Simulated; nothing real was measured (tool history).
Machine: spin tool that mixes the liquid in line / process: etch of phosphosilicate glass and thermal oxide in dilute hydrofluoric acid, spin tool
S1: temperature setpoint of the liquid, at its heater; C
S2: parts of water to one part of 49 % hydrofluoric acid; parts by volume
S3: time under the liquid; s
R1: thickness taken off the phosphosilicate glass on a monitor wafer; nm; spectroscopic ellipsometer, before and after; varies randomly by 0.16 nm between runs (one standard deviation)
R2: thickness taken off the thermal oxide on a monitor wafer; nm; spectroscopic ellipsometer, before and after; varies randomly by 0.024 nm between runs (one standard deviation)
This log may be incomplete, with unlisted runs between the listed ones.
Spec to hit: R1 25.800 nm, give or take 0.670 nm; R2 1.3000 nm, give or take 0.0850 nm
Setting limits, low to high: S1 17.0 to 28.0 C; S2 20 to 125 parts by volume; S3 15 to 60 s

run  hour    S1   S2  S3      R1      R2
  1   0.0  20.0   70  30  35.958  1.8381
  2   4.2  20.0   70  40  48.196  2.4210
  3   4.7  23.0   70  40  54.164  2.7652
  4  12.2  22.0   75  40  48.276  2.4256
  5  18.5  21.0   80  40  43.321  2.2112
  6  20.5  20.5   85  40  39.531  1.9925
  7  22.9  20.5   85  40  40.167  1.9602
  8  27.2  20.5   90  40  37.355  1.8921
  9  29.9  20.0   95  40  34.278  1.7765
 10  34.0  19.5   95  40  33.631  1.7095
 11  36.4  19.0   95  40  33.151  1.6818
 12  45.1  18.5  100  40  30.334  1.5470
 13  46.1  18.0  100  40  29.693  1.4926
 14  48.9  17.5  105  40  27.768  1.4034

Next run, 4 choices. One meets every target within its allowed miss, the rest don't. Which?
  A  51.7  28.0  125  35   ?   ?
  B  51.7  22.5  125  40   ?   ?
  C  51.7  19.5  120  40   ?   ?
  D  51.7  17.0   95  40   ?   ?

move      R1      R2
   A  29.888  1.5228
   B  27.648  1.4087
   C  25.677  1.3083
   D  30.020  1.5295
A: lands further from the targets than the last run did
B: moves toward the targets from the last run without getting all of them in spec
C: every result lands within tolerance
D: lands further from the targets than the last run did
So the answer is move C, the one that meets all the targets.

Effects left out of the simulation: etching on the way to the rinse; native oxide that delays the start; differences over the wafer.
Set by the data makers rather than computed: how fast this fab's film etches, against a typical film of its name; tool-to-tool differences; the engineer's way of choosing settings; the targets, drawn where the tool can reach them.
